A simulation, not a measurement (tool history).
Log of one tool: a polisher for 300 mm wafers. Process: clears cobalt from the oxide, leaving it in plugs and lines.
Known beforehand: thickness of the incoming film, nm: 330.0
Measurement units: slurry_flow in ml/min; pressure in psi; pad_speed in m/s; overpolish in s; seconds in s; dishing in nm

| run | hour | slurry_flow | pressure | pad_speed | overpolish | seconds | dishing |
|---|---|---|---|---|---|---|---|
| 1 | 0 | 195 | 2.2 | 1.26 | 14 | 53.372 | 48.738 |
| 2 | 0.8 | 195 | 2.6 | 1.26 | 14 | 45.349 | 52.653 |
| 3 | 9.1 | 195 | 2.6 | 1.4 | 14 | 41.085 | 53.467 |
| 4 | 16.9 | 195 | 2.6 | 1.42 | 11 | 41.857 | 48.555 |
| 5 | 24.8 | 215 | 2.6 | 1.42 | 11 | 40.252 | 48.889 |
| 6 | 27 | 230 | 2.6 | 1.42 | 9 | 40.064 | 43.83 |

What does the tool deliver on the next run?
| 7 | 28 | 230 | 2.6 | 1.42 | 9 | ? | ? |

Run 7 gave seconds 40.355 s, dishing 44.576 nm.

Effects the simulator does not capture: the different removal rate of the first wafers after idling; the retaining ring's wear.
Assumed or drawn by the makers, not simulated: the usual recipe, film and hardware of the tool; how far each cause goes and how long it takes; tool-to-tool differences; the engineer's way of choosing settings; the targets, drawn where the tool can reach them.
